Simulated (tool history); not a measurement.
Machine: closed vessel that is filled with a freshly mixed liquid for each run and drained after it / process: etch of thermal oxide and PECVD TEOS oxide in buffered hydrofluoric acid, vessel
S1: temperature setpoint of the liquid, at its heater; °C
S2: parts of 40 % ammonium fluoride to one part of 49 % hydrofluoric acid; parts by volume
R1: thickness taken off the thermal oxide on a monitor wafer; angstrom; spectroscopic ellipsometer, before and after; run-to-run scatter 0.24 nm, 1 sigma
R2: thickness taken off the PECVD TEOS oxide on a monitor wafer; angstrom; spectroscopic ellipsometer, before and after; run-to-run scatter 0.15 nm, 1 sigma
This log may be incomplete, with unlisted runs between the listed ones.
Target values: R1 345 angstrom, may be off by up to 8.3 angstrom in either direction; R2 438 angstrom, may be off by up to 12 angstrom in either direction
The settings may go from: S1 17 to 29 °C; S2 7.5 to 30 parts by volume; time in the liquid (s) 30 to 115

{"run": 1, "hour": 0.0, "S1": 21, "S2": 22, "time in the liquid (s)": 60, "R1": 240.98, "R2": 308.35}
{"run": 2, "hour": 7.4, "S1": 22, "S2": 22, "time in the liquid (s)": 60, "R1": 255.54, "R2": 325.15}
{"run": 3, "hour": 8.7, "S1": 23, "S2": 22, "time in the liquid (s)": 60, "R1": 273.67, "R2": 344.04}
{"run": 4, "hour": 13.7, "S1": 23.5, "S2": 21.5, "time in the liquid (s)": 60, "R1": 285.37, "R2": 358.84}
{"run": 5, "hour": 16.6, "S1": 23.5, "S2": 21.5, "time in the liquid (s)": 70, "R1": 330.37, "R2": 420.5}
{"run": 6, "hour": 21.6, "S1": 23.5, "S2": 27.5, "time in the liquid (s)": 70, "R1": 276.22, "R2": 354.04}
{"run": 7, "hour": 28.3, "S1": 24, "S2": 27.5, "time in the liquid (s)": 70, "R1": 288.81, "R2": 363.16}
{"run": 8, "hour": 31.1, "S1": 24.5, "S2": 27.5, "time in the liquid (s)": 70, "R1": 297.04, "R2": 377.77}
{"run": 9, "hour": 34.8, "S1": 25, "S2": 27.5, "time in the liquid (s)": 70, "R1": 306.02, "R2": 385.3}
{"run": 10, "hour": 39.3, "S1": 25.5, "S2": 27.5, "time in the liquid (s)": 70, "R1": 309.9, "R2": 393.91}
{"run": 11, "hour": 42.0, "S1": 26, "S2": 27.5, "time in the liquid (s)": 70, "R1": 321.29, "R2": 407.77}
{"run": 12, "hour": 50.8, "S1": 26.5, "S2": 27.5, "time in the liquid (s)": 70, "R1": 328.87, "R2": 421.15}

Next run, 4 choices. One meets every target within its allowed miss, the rest don't. Which?
{"run": "A", "hour": 59.6, "S1": 27, "S2": 26.5, "time in the liquid (s)": 70, "R1": "?", "R2": "?"}
{"run": "B", "hour": 59.6, "S1": 17, "S2": 23, "time in the liquid (s)": 105, "R1": "?", "R2": "?"}
{"run": "C", "hour": 59.6, "S1": 29, "S2": 24.5, "time in the liquid (s)": 55, "R1": "?", "R2": "?"}
{"run": "D", "hour": 59.6, "S1": 27.5, "S2": 27, "time in the liquid (s)": 65, "R1": "?", "R2": "?"}

move=A R1=344.47 R2=443.54
move=B R1=324.44 R2=417.76
move=C R1=318.39 R2=409.97
move=D R1=324.51 R2=417.85
A: every result lands within tolerance
B: lands further from the targets than the last run did
C: lands further from the targets than the last run did
D: lands further from the targets than the last run did
A is the move that brings every result within its allowed miss.
